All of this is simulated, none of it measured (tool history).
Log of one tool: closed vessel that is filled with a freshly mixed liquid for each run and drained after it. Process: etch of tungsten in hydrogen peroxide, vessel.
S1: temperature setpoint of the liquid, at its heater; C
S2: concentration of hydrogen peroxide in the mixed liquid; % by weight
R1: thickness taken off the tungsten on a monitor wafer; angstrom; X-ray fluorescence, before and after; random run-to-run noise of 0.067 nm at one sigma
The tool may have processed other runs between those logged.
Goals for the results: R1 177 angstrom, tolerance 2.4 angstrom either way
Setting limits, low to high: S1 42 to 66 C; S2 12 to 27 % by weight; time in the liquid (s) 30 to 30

{"run": 1, "hour": 0.0, "S1": 58, "S2": 18, "time in the liquid (s)": 30, "R1": 379.67}
{"run": 2, "hour": 2.2, "S1": 58, "S2": 21.5, "time in the liquid (s)": 30, "R1": 417.91}
{"run": 3, "hour": 5.3, "S1": 58, "S2": 21.5, "time in the liquid (s)": 30, "R1": 417.04}
{"run": 4, "hour": 6.4, "S1": 58, "S2": 24, "time in the liquid (s)": 30, "R1": 438.32}
{"run": 5, "hour": 8.5, "S1": 58, "S2": 22, "time in the liquid (s)": 30, "R1": 426.31}
{"run": 6, "hour": 10.2, "S1": 56, "S2": 22, "time in the liquid (s)": 30, "R1": 373.98}
{"run": 7, "hour": 12.9, "S1": 54, "S2": 22, "time in the liquid (s)": 30, "R1": 332.53}
{"run": 8, "hour": 19.7, "S1": 52.5, "S2": 22, "time in the liquid (s)": 30, "R1": 303.22}
{"run": 9, "hour": 24.1, "S1": 51, "S2": 22, "time in the liquid (s)": 30, "R1": 278.7}
{"run": 10, "hour": 26.4, "S1": 50, "S2": 22, "time in the liquid (s)": 30, "R1": 262.99}
{"run": 11, "hour": 32.7, "S1": 49, "S2": 22, "time in the liquid (s)": 30, "R1": 248.31}
{"run": 12, "hour": 41.2, "S1": 42, "S2": 22, "time in the liquid (s)": 30, "R1": 158.62}
{"run": 13, "hour": 47.2, "S1": 42.5, "S2": 22, "time in the liquid (s)": 30, "R1": 163.49}
{"run": 14, "hour": 50.0, "S1": 44, "S2": 22, "time in the liquid (s)": 30, "R1": 180.87}

Pick the move, out of 4, that brings all results within their allowed miss; only one does.
{"run": "A", "hour": 52.8, "S1": 44.5, "S2": 19, "time in the liquid (s)": 30, "R1": "?"}
{"run": "B", "hour": 52.8, "S1": 43.5, "S2": 21, "time in the liquid (s)": 30, "R1": "?"}
{"run": "C", "hour": 52.8, "S1": 43, "S2": 23, "time in the liquid (s)": 30, "R1": "?"}
{"run": "D", "hour": 52.8, "S1": 44, "S2": 21, "time in the liquid (s)": 30, "R1": "?"}

move=A R1=173.85
move=B R1=171.53
move=C R1=173.88
move=D R1=177.07
A: moves the result that the last run missed by most past its target, out the other side
B: moves the result that the last run missed by most past its target, out the other side
C: moves the result that the last run missed by most past its target, out the other side
D: all results in spec
Answer: D
